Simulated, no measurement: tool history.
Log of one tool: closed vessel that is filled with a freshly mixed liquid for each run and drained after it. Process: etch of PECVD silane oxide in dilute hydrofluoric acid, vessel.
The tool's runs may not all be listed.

run	hour	temperature setpoint of the liquid (C)	parts of water to one part of 49 % hydrofluoric acid (parts by volume)	time in the liquid (s)	thickness taken off the PECVD silane oxide on a monitor wafer (Å)
1	0	22	125	80	126.36
2	8.3	22	125	80	127.31
3	13.8	22	125	60	95.944
4	19.1	22	90	60	138.11
5	20.8	23.5	90	60	145.97
6	22.8	24.5	90	60	151.71

The next listed run, before its measurement:
7	29.1	25	90	60	?

{"run 7": {"thickness taken off the PECVD silane oxide on a monitor wafer (Å)": 154.16}}
